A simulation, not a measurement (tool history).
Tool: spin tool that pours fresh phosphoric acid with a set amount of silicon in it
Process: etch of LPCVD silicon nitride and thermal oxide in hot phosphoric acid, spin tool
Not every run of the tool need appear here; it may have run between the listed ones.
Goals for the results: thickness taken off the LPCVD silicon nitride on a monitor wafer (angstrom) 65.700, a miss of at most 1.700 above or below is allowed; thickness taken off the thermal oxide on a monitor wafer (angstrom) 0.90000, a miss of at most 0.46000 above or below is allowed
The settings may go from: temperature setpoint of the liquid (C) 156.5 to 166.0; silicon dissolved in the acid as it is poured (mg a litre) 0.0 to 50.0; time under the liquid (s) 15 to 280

run  hour  temperature setpoint of the liquid (C)  silicon dissolved in the acid as it is poured (mg a litre)  time under the liquid (s)  thickness taken off the LPCVD silicon nitride on a monitor wafer (angstrom)  thickness taken off the thermal oxide on a monitor wafer (angstrom)
  1   0.0                                   161.0                                                        27.0                        145                                                                      135.980                                                              2.29590
  2   8.8                                   160.0                                                        27.5                        125                                                                      113.180                                                              2.14320
  3  14.1                                   159.5                                                        31.0                        110                                                                       98.510                                                              1.65190
  4  15.8                                   159.0                                                        33.0                        100                                                                       87.391                                                              1.34090
  5  20.1                                   158.5                                                        34.0                         95                                                                       81.593                                                              0.79080
  6  26.6                                   158.5                                                        34.0                        125                                                                      108.080                                                              1.04250
  7  32.2                                   158.5                                                        33.0                        110                                                                       95.078                                                              1.19200
  8  33.6                                   158.5                                                        33.0                        100                                                                       86.606                                                              0.97264
  9  35.2                                   158.5                                                        31.5                         95                                                                       81.543                                                              1.01030
 10  40.0                                   158.0                                                        29.0                         90                                                                       76.548                                                              1.07950
 11  48.9                                   156.5                                                        29.5                         70                                                                       56.535                                                              0.72151
 12  49.5                                   157.0                                                        30.0                         70                                                                       57.140                                                              0.69381
 13  55.4                                   157.5                                                        30.5                         70                                                                       58.394                                                              0.78620
 14  57.4                                   158.0                                                        31.5                         70                                                                       58.998                                                              0.90180
 15  62.8                                   158.5                                                        34.0                         70                                                                       60.196                                                              0.68369
 16  69.6                                   159.0                                                        34.0                         70                                                                       61.641                                                              0.51134
 17  72.6                                   159.5                                                        32.0                         70                                                                       62.572                                                              0.92947
 18  79.8                                   160.0                                                        33.0                         70                                                                       63.627                                                              0.90834
 19  81.5                                   160.0                                                        33.5                         70                                                                       63.839                                                              1.01210

Which of these 4 next moves meets every target?
  A  83.2                                   160.5                                                        47.5                         65                                                                            ?                                                                    ?
  B  83.2                                   159.5                                                        31.5                         70                                                                            ?                                                                    ?
  C  83.2                                   161.5                                                        22.0                         65                                                                            ?                                                                    ?
  D  83.2                                   157.0                                                        28.0                         80                                                                            ?                                                                    ?

move  thickness taken off the LPCVD silicon nitride on a monitor wafer (angstrom)  thickness taken off the thermal oxide on a monitor wafer (angstrom)
   A                                                                       60.292                                                              0.38078
   B                                                                       62.785                                                              0.85630
   C                                                                       62.341                                                              1.29450
   D                                                                       65.930                                                              0.93285
A: misses by more than the last run did
B: misses by more than the last run did
C: misses by more than the last run did
D: all results in spec
The right move is D.
